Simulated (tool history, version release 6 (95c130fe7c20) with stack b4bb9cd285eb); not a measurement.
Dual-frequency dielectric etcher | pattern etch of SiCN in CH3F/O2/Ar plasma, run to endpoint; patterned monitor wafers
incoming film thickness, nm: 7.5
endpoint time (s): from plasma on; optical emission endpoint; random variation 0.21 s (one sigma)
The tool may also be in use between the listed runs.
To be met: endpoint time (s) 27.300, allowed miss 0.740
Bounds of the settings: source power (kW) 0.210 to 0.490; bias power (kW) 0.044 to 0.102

run  hour  source power (kW)  bias power (kW)  endpoint time (s)
  1   0.0              0.350            0.073             22.672
  2   2.5              0.350            0.081             21.945
  3   6.2              0.330            0.078             22.683
  4  15.1              0.360            0.078             21.826
  5  17.7              0.360            0.073             22.157
  6  26.6              0.330            0.073             23.056
  7  32.7              0.310            0.071             24.263
  8  36.1              0.300            0.070             24.195
  9  43.0              0.290            0.069             24.629

4 next moves are on the table. One of them brings every result within its allowed miss. Which?
  A  49.9              0.350            0.083                  ?
  B  49.9              0.220            0.069                  ?
  C  49.9              0.330            0.078                  ?
  D  49.9              0.340            0.070                  ?

move  endpoint time (s)
   A             21.808
   B             27.159
   C             22.656
   D             23.032
A: further off than the last run
B: meets every target
C: further off than the last run
D: further off than the last run
Move B is the one to make.
